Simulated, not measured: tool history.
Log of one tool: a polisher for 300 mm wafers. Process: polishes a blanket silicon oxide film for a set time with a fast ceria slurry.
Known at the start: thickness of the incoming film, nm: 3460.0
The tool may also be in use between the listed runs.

run,hour,flow of slurry (ml/min),pressure of the wafer on the pad (psi),speed of the pad under the wafer (cm/s),polishing time (s),film removed (angstrom)
1,0.0,270,3.2,104,29,4909.5
2,2.3,270,2.6,92,29,3641.3
3,4.9,270,2.2,84,29,2899.2
4,9.3,240,2.2,84,29,2844.4
5,14.1,230,1.9,82,29,2487.2
6,16.4,230,2.6,82,29,3219.6
7,21.6,225,2.2,80,29,2684.1
8,23.3,215,1.9,80,29,2379.6
9,27.6,215,1.9,80,29,2402.5
10,30.1,205,1.7,80,29,2228.9
11,34.3,200,1.6,80,29,2066.8
12,42.2,190,1.6,80,29,2036.1
13,47.6,190,1.6,80,29,2043.2
14,55.9,190,1.4,80,29,1845.8
15,60.7,200,1.4,80,29,1849.7
16,67.6,205,1.4,80,29,1887.8

Forecast run 17:
17,72.2,210,1.4,80,29,?

{"run 17": {"film removed (angstrom)": 1840.0}}
